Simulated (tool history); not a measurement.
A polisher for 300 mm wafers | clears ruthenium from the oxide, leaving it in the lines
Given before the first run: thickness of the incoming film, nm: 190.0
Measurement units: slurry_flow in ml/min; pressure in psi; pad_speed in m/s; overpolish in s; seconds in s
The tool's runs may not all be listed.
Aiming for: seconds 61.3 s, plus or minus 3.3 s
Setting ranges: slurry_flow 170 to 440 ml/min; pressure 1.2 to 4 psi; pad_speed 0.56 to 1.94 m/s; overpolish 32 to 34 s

| run | hour | slurry_flow | pressure | pad_speed | overpolish | seconds |
|---|---|---|---|---|---|---|
| 1 | 0 | 280 | 2.6 | 1.24 | 32 | 96.666 |
| 2 | 7.9 | 280 | 2.6 | 0.94 | 32 | 122.23 |
| 3 | 10.5 | 280 | 3 | 1 | 32 | 100.86 |
| 4 | 14.7 | 280 | 3 | 1.22 | 32 | 84.825 |
| 5 | 17.9 | 280 | 3 | 0.96 | 32 | 105.4 |
| 6 | 24.1 | 345 | 3 | 0.96 | 32 | 100.02 |
| 7 | 25.6 | 360 | 3.7 | 1.1 | 32 | 73.125 |
| 8 | 27.4 | 360 | 3.8 | 1.12 | 32 | 71.054 |
| 9 | 32.7 | 360 | 3.9 | 1.16 | 32 | 64.967 |

Consider the 4 candidate settings below. Which is the only one whose results all fall within their allowed miss of target?
| A | 38 | 350 | 4 | 1.46 | 32 | ? |
| B | 38 | 370 | 4 | 1.34 | 32 | ? |
| C | 38 | 410 | 3.2 | 1.52 | 32 | ? |
| D | 38 | 435 | 3.7 | 1.12 | 34 | ? |

| move | seconds |
|---|---|
| A | 52.293 |
| B | 56.453 |
| C | 61.876 |
| D | 71.26 |
A: the result that was furthest off in the last run now lies on the other side of its target
B: the result that was furthest off in the last run now lies on the other side of its target
C: each result inside its tolerance
D: lands further from the targets than the last run did
Answer: C
